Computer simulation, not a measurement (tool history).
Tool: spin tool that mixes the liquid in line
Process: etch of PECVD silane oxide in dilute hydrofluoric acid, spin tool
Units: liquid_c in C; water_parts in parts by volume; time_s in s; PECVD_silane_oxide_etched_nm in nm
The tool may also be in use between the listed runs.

run  hour  liquid_c  water_parts  time_s  PECVD_silane_oxide_etched_nm
  1     0        24          265      95                        10.814
  2     3      27.5          265      95                        12.202
  3   7.2      28.5          230      95                        15.097
  4  11.7      29.5          205      95                        18.088
  5  20.1      29.5          205      95                        18.066
  6  24.7        30          190      95                        20.033
  7  26.3      30.5          180      95                        21.924
  8  31.2        31          170      95                        23.693
  9  39.4        31          165      95                        24.904

Run 10 comes next. What will it give?
 10  48.1        31          160      95                             ?

PECVD_silane_oxide_etched_nm: 25.896 nm
